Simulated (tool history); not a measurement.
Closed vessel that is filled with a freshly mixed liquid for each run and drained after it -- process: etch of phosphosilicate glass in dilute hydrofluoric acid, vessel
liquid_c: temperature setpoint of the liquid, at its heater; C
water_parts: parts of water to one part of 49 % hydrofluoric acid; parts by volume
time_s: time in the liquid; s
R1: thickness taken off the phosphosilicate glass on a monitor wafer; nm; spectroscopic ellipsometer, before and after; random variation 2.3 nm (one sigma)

{"run": 1, "hour": 0.0, "liquid_c": 21.0, "water_parts": 45, "time_s": 90, "R1": 289.58}
{"run": 2, "hour": 6.3, "liquid_c": 21.0, "water_parts": 45, "time_s": 100, "R1": 323.43}
{"run": 3, "hour": 14.0, "liquid_c": 21.0, "water_parts": 30, "time_s": 100, "R1": 497.3}
{"run": 4, "hour": 21.5, "liquid_c": 21.5, "water_parts": 30, "time_s": 100, "R1": 506.21}
{"run": 5, "hour": 27.1, "liquid_c": 21.5, "water_parts": 25, "time_s": 100, "R1": 609.23}
{"run": 6, "hour": 33.8, "liquid_c": 21.5, "water_parts": 20, "time_s": 100, "R1": 763.65}
{"run": 7, "hour": 37.6, "liquid_c": 21.5, "water_parts": 20, "time_s": 100, "R1": 766.48}
{"hour": 41.5, "done": "thermometer replaced"}
{"run": 8, "hour": 41.5, "liquid_c": 21.0, "water_parts": 20, "time_s": 100, "R1": 816.91}
{"run": 9, "hour": 43.8, "liquid_c": 22.0, "water_parts": 20, "time_s": 100, "R1": 846.55}
{"run": 10, "hour": 45.9, "liquid_c": 18.0, "water_parts": 35, "time_s": 100, "R1": 402.28}
{"run": 11, "hour": 48.2, "liquid_c": 19.0, "water_parts": 35, "time_s": 100, "R1": 415.7}
{"run": 12, "hour": 55.5, "liquid_c": 20.0, "water_parts": 35, "time_s": 100, "R1": 436.51}

What will run 13 give?
{"run": 13, "hour": 61.8, "liquid_c": 21.0, "water_parts": 35, "time_s": 100, "R1": "?"}

{"run 13": {"R1": 455.07}}
